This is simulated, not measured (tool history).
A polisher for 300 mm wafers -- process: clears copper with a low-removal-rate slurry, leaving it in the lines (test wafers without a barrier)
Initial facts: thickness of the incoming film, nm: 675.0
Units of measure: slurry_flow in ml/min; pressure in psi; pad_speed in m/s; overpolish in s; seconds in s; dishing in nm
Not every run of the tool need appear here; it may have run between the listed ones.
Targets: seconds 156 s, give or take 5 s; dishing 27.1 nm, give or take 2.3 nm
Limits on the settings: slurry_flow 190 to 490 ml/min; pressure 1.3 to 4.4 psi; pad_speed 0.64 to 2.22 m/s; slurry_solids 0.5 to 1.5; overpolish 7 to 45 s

{"run": 1, "hour": 0.0, "slurry_flow": 315, "pressure": 2.8, "pad_speed": 1.42, "slurry_solids": 1, "overpolish": 23, "seconds": 151.07, "dishing": 51.312}
{"run": 2, "hour": 5.8, "slurry_flow": 315, "pressure": 2.7, "pad_speed": 1.46, "slurry_solids": 1, "overpolish": 18, "seconds": 149.34, "dishing": 42.051}
{"run": 3, "hour": 11.2, "slurry_flow": 375, "pressure": 2.7, "pad_speed": 1.46, "slurry_solids": 1, "overpolish": 18, "seconds": 146.42, "dishing": 43.996}
{"run": 4, "hour": 20.0, "slurry_flow": 325, "pressure": 2.6, "pad_speed": 1.48, "slurry_solids": 1, "overpolish": 14, "seconds": 153.34, "dishing": 35.999}
{"run": 5, "hour": 22.7, "slurry_flow": 325, "pressure": 2.6, "pad_speed": 1.48, "slurry_solids": 1.15, "overpolish": 14, "seconds": 147.46, "dishing": 38.639}
{"run": 6, "hour": 27.2, "slurry_flow": 325, "pressure": 2.6, "pad_speed": 1.72, "slurry_solids": 1.15, "overpolish": 14, "seconds": 128.9, "dishing": 42.041}
{"run": 7, "hour": 31.4, "slurry_flow": 315, "pressure": 2.5, "pad_speed": 1.72, "slurry_solids": 1.05, "overpolish": 12, "seconds": 134.01, "dishing": 35.25}
{"run": 8, "hour": 33.4, "slurry_flow": 310, "pressure": 2.4, "pad_speed": 1.72, "slurry_solids": 1.05, "overpolish": 11, "seconds": 142.49, "dishing": 31.909}
{"run": 9, "hour": 38.0, "slurry_flow": 300, "pressure": 2.3, "pad_speed": 1.72, "slurry_solids": 1.05, "overpolish": 11, "seconds": 150.92, "dishing": 30.46}
{"run": 10, "hour": 41.0, "slurry_flow": 300, "pressure": 2.3, "pad_speed": 1.72, "slurry_solids": 1.05, "overpolish": 11, "seconds": 149.31, "dishing": 30.711}
{"run": 11, "hour": 44.1, "slurry_flow": 290, "pressure": 2.3, "pad_speed": 1.72, "slurry_solids": 1.05, "overpolish": 10, "seconds": 148.88, "dishing": 28.912}
{"run": 12, "hour": 50.9, "slurry_flow": 280, "pressure": 2.3, "pad_speed": 1.72, "slurry_solids": 1.05, "overpolish": 10, "seconds": 149.76, "dishing": 28.525}
{"run": 13, "hour": 53.3, "slurry_flow": 270, "pressure": 2.3, "pad_speed": 1.72, "slurry_solids": 1.05, "overpolish": 10, "seconds": 148.51, "dishing": 28.903}

4 candidate next runs follow, results not yet known. Just one meets every target within its allowed miss. Identify it.
{"run": "A", "hour": 55.7, "slurry_flow": 305, "pressure": 2.8, "pad_speed": 1.38, "slurry_solids": 0.95, "overpolish": 10, "seconds": "?", "dishing": "?"}
{"run": "B", "hour": 55.7, "slurry_flow": 335, "pressure": 1.9, "pad_speed": 1.96, "slurry_solids": 1.1, "overpolish": 13, "seconds": "?", "dishing": "?"}
{"run": "C", "hour": 55.7, "slurry_flow": 220, "pressure": 2.4, "pad_speed": 1.98, "slurry_solids": 0.8, "overpolish": 11, "seconds": "?", "dishing": "?"}
{"run": "D", "hour": 55.7, "slurry_flow": 290, "pressure": 2.2, "pad_speed": 1.66, "slurry_solids": 1.05, "overpolish": 13, "seconds": "?", "dishing": "?"}

move=A seconds=156.37 dishing=27.103
move=B seconds=152.83 dishing=33.266
move=C seconds=140.1 dishing=31.68
move=D seconds=160.48 dishing=32.315
A: in spec on every target
B: meets the target for the result that was furthest off, but another lies outside its allowed miss
C: misses by more than the last run did
D: meets the target for the result that was furthest off, but another lies outside its allowed miss
The move that meets every target is A.

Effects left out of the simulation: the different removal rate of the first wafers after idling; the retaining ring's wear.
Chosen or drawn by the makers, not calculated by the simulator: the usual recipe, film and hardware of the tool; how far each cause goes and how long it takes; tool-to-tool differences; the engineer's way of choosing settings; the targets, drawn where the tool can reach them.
